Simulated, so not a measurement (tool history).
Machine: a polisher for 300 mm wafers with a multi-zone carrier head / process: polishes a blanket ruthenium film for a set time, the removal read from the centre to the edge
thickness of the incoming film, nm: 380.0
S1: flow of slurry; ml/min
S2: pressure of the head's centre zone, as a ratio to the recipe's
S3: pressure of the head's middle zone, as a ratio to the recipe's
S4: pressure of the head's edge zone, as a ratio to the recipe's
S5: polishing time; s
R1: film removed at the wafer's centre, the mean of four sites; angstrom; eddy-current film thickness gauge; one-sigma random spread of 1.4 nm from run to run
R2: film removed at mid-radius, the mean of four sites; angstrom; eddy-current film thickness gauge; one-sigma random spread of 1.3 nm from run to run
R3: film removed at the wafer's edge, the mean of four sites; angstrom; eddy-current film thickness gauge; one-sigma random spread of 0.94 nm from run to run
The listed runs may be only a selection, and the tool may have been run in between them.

run  hour   S1    S2    S3    S4   S5      R1      R2      R3
  1   0.0  265  1.00  1.00  1.00   83  1153.6  1130.8  1087.2
  2   1.8  265  1.08  1.00  1.00   83  1231.2  1117.8  1080.1
  3   5.2  270  1.09  1.00  1.03   86  1298.7  1169.0  1157.3
  4  13.5  280  1.10  1.00  1.05   87  1325.8  1194.0  1187.6
  5  20.5  290  1.11  1.00  1.07   89  1384.2  1222.1  1216.2
  6  24.6  290  1.11  1.00  1.11   89  1390.3  1211.2  1224.1
  7  31.6  325  1.10  0.95  1.19  106  1645.1  1434.2  1561.1

Expected results for the next run?
  8  33.9  325  1.10  0.95  1.18  106   ?   ?   ?

R1: 1637.8 angstrom
R2: 1430.4 angstrom
R3: 1537.9 angstrom
